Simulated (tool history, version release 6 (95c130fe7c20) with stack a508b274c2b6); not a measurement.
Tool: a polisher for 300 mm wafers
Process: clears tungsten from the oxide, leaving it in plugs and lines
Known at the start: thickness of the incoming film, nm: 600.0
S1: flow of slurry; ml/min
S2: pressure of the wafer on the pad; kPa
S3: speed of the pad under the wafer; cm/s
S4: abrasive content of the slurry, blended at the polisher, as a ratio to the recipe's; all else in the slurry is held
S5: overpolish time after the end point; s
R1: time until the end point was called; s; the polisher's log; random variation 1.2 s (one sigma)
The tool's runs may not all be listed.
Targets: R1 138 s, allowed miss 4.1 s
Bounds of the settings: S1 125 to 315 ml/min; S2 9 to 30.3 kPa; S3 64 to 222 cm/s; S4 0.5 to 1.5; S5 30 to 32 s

run	hour	S1	S2	S3	S4	S5	R1
1	0	205	19.3	142	1	30	119.63
2	2.4	205	19.3	142	1	32	118.81
3	8.8	200	18.6	142	1	32	123.29
4	10.3	200	18.6	164	1	32	107.58
5	17.5	195	17.2	164	1	32	113.37
6	25.1	155	17.2	164	1	32	116.34
7	26.6	155	15.9	164	1	32	123.81
8	31	155	15.2	164	1	32	127.59
# hour 34.5: slurry blender recalibrated
9	34.5	155	15.2	164	1	32	115.53

Which of these 5 next moves meets every target?
A	38	150	15.2	140	0.95	32	?
B	38	125	18.6	208	0.7	32	?
C	38	175	13.8	164	0.9	30	?
D	38	195	19.3	130	0.85	30	?
E	38	170	17.9	174	0.95	32	?

move	R1
A	138.01
B	88.398
C	124.89
D	125.14
E	98.573
A: meets every target
B: further off than the last run
C: nearer than the last run, and not there yet
D: nearer than the last run, and not there yet
E: further off than the last run
Move A is the one to make.
